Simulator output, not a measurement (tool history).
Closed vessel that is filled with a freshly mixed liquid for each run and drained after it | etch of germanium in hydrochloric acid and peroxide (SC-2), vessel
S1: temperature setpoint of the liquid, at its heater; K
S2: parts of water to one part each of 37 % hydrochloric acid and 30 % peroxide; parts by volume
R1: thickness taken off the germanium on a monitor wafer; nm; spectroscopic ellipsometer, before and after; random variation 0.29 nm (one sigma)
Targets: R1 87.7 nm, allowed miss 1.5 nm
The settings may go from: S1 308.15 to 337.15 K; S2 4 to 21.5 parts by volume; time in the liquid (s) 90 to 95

run 1 hour=0 | S1=321.15 S2=12 time_in_the_liquid_(s)=90 | R1=136.43
run 2 hour=5.9 | S1=321.15 S2=12 time_in_the_liquid_(s)=90 | R1=137.52
run 3 hour=10.4 | S1=314.65 S2=12 time_in_the_liquid_(s)=90 | R1=111.34
run 4 hour=11.6 | S1=314.65 S2=12 time_in_the_liquid_(s)=95 | R1=117.38
run 5 hour=18.6 | S1=311.15 S2=12 time_in_the_liquid_(s)=95 | R1=105.13
run 6 hour=21.7 | S1=311.15 S2=16 time_in_the_liquid_(s)=95 | R1=101.42
run 7 hour=29.3 | S1=310.65 S2=16.5 time_in_the_liquid_(s)=95 | R1=98.76
run 8 hour=35.1 | S1=310.15 S2=17 time_in_the_liquid_(s)=95 | R1=96.864
run 9 hour=39.3 | S1=309.65 S2=17.5 time_in_the_liquid_(s)=95 | R1=94.575

4 next moves are on the table. One of them brings every result within its allowed miss. Which?
run A hour=43.5 | S1=313.15 S2=18.5 time_in_the_liquid_(s)=90 | R1=?
run B hour=43.5 | S1=308.15 S2=18 time_in_the_liquid_(s)=90 | R1=?
run C hour=43.5 | S1=308.15 S2=20 time_in_the_liquid_(s)=90 | R1=?
run D hour=43.5 | S1=308.15 S2=13.5 time_in_the_liquid_(s)=90 | R1=?

move=A R1=99.914
move=B R1=84.951
move=C R1=83.535
move=D R1=88.19
A: further off than the last run
B: takes the result that was furthest off past its target
C: takes the result that was furthest off past its target
D: meets every target
The right move is D.
